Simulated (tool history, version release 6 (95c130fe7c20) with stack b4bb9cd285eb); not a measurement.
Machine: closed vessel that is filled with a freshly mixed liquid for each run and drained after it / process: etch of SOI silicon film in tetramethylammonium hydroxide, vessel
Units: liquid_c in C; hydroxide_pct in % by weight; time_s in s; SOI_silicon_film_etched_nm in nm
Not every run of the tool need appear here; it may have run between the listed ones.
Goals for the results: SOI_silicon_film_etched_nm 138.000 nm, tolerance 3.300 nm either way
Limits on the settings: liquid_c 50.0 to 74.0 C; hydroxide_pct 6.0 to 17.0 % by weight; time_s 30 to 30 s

run    day  liquid_c  hydroxide_pct  time_s  SOI_silicon_film_etched_nm
  1  0.000      61.0           11.5      30                     120.200
  2  0.162      61.5           11.5      30                     125.460
  3  0.417      61.5           12.5      30                     120.770
  4  0.754      62.0           12.5      30                     125.140
  5  0.875      62.0           12.5      30                     125.060
  6  0.979      57.5           12.5      30                      94.234
  7  1.138      59.5           12.5      30                     107.040
  8  1.492      64.5           12.5      30                     144.700

Of the 4 settings listed for the next run, only one would bring every result within its allowed miss of target. Which one?
  A  1.846      66.5           17.0      30                           ?
  B  1.846      63.5           12.0      30                           ?
  C  1.846      63.5           14.5      30                           ?
  D  1.846      64.5           12.0      30                           ?

move  SOI_silicon_film_etched_nm
   A                     143.160
   B                     138.760
   C                     127.020
   D                     147.460
A: nearer the targets than the last run, but a result is still out of spec
B: all results land within tolerance of their targets
C: carries the result that was furthest off beyond its target, to the other side
D: lands further from the targets than the last run did
Correct choice: B, which meets every target
